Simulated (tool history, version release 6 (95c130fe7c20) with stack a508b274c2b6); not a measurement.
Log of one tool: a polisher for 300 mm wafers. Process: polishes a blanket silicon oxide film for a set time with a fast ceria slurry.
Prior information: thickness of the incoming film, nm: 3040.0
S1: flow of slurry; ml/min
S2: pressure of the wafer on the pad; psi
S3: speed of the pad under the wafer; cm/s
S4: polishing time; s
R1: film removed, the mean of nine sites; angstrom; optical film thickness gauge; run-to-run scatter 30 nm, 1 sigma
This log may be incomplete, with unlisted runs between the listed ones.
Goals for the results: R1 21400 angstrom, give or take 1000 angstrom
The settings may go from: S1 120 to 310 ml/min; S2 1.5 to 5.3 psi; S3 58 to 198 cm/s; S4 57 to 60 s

run	hour	S1	S2	S3	S4	R1
1	0.0	200	3.4	128	57	16117
2	2.8	200	3.6	128	57	17250
3	8.6	200	3.8	128	57	17810
4	16.5	200	4.0	128	57	18495
5	17.7	200	3.7	128	57	17320
6	22.8	200	3.7	104	57	13881
7	25.7	200	4.7	108	57	17902
8	31.3	200	4.9	110	57	18873

Which of these 5 next moves meets every target?
A	36.9	175	5.3	116	59	?
B	36.9	240	4.0	106	59	?
C	36.9	245	5.3	92	60	?
D	36.9	220	5.2	94	57	?
E	36.9	185	4.3	102	57	?

move	R1
A	21614
B	16305
C	18357
D	17300
E	15591
A: hits every target within its allowed miss
B: misses by more than the last run did
C: misses by more than the last run did
D: misses by more than the last run did
E: misses by more than the last run did
Correct choice: A, which meets every target
